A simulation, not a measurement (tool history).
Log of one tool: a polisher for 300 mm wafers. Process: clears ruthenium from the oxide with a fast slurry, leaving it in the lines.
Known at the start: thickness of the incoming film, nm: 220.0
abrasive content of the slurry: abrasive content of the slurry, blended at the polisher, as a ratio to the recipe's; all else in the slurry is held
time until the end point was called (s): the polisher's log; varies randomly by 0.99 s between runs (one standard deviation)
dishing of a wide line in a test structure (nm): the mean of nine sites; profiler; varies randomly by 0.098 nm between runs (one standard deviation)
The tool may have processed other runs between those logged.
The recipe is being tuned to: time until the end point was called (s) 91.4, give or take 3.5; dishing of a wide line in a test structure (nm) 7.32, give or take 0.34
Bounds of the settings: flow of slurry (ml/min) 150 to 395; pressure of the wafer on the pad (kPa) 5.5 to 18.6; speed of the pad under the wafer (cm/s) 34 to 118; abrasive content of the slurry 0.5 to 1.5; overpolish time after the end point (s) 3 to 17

run  hour  flow of slurry (ml/min)  pressure of the wafer on the pad (kPa)  speed of the pad under the wafer (cm/s)  abrasive content of the slurry  overpolish time after the end point (s)  time until the end point was called (s)  dishing of a wide line in a test structure (nm)
  1     0                      250                                    11.7                                       76                               1                                        9                                   129.55                                           15.496
  2   4.5                      190                                    11.7                                       76                               1                                        9                                    130.9                                           14.804
  3   9.9                      190                                    11.7                                       76                            1.15                                        9                                   123.38                                           16.138
  4  15.6                      150                                    11.7                                       76                            1.15                                        9                                   128.16                                           15.204
  5  24.6                      150                                    11.7                                       88                            1.15                                        9                                   112.35                                           17.521
  6  27.5                      150                                       9                                       88                            1.15                                        9                                   134.72                                            14.86
  7  31.4                      175                                    12.4                                       74                            1.15                                        5                                    122.5                                            8.957
  8  34.7                      245                                    15.9                                       54                             1.4                                        3                                   121.42                                           5.5086
  9  42.7                      245                                    17.2                                       58                             1.4                                        3                                   106.41                                           6.1574
 10    47                      245                                    17.9                                       62                             1.4                                        3                                   98.615                                             6.76

Which one of the following 4 next-run settings gets every result inside its allowed miss? There is exactly one.
  A  51.3                      290                                    18.6                                       56                             1.5                                        3                                        ?                                                ?
  B  51.3                      260                                    17.9                                       70                            1.25                                        3                                        ?                                                ?
  C  51.3                      240                                    16.5                                       64                             1.5                                        3                                        ?                                                ?
  D  51.3                      245                                    18.6                                       72                             1.4                                        3                                        ?                                                ?

move  time until the end point was called (s)  dishing of a wide line in a test structure (nm)
   A                                   101.09                                           6.6416
   B                                   93.331                                           7.1817
   C                                   100.85                                           6.6572
   D                                   85.756                                           7.8008
A: its largest miss is bigger than the last run's
B: hits every target within its allowed miss
C: its largest miss is bigger than the last run's
D: carries the result that was furthest off beyond its target, to the other side
B is the move that brings every result within its allowed miss.
